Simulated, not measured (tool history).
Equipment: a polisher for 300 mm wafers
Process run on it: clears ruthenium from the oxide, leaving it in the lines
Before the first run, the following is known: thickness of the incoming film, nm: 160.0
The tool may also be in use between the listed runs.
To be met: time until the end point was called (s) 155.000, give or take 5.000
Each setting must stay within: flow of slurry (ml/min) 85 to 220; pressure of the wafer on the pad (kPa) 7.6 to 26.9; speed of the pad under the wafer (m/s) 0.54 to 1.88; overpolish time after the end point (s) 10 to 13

run  hour  flow of slurry (ml/min)  pressure of the wafer on the pad (kPa)  speed of the pad under the wafer (m/s)  overpolish time after the end point (s)  time until the end point was called (s)
  1   0.0                      140                                    17.2                                    1.20                                       13                                   95.858
  2   4.7                      135                                    15.9                                    1.20                                       13                                  103.550
  3  13.0                      135                                    15.9                                    1.20                                       13                                  103.760
  4  19.6                      130                                    14.5                                    1.20                                       13                                  115.790
  5  23.2                      125                                    13.8                                    1.20                                       13                                  118.460
  6  26.1                      125                                    13.1                                    1.20                                       13                                  125.140
  7  31.2                      120                                    12.4                                    1.20                                       13                                  135.370
  8  35.4                      115                                    12.4                                    1.20                                       13                                  136.090
  9  40.9                      110                                    12.4                                    1.20                                       13                                  136.260
 10  45.5                      110                                    12.4                                    1.20                                       13                                  136.300
 11  51.0                      105                                    12.4                                    1.20                                       13                                  138.580
 12  54.1                       95                                    10.3                                    1.20                                       13                                  170.100
 13  60.5                      100                                    10.3                                    1.20                                       13                                  171.590
 14  69.0                      105                                    10.3                                    1.20                                       13                                  164.700

Which one of the following 5 next-run settings gets every result inside its allowed miss? There is exactly one.
  A  77.5                      100                                    11.0                                    1.36                                       10                                        ?
  B  77.5                      140                                    11.7                                    1.14                                       13                                        ?
  C  77.5                      115                                    11.7                                    1.20                                       13                                        ?
  D  77.5                      115                                    13.1                                    0.94                                       10                                        ?
  E  77.5                      120                                    11.7                                    1.18                                       13                                        ?

move  time until the end point was called (s)
   A                                  145.580
   B                                  144.400
   C                                  145.350
   D                                  155.700
   E                                  145.640
A: moves the result that the last run missed by most past its target, out the other side
B: moves the result that the last run missed by most past its target, out the other side
C: moves the result that the last run missed by most past its target, out the other side
D: all results in spec
E: moves the result that the last run missed by most past its target, out the other side
Move D is the one to make.

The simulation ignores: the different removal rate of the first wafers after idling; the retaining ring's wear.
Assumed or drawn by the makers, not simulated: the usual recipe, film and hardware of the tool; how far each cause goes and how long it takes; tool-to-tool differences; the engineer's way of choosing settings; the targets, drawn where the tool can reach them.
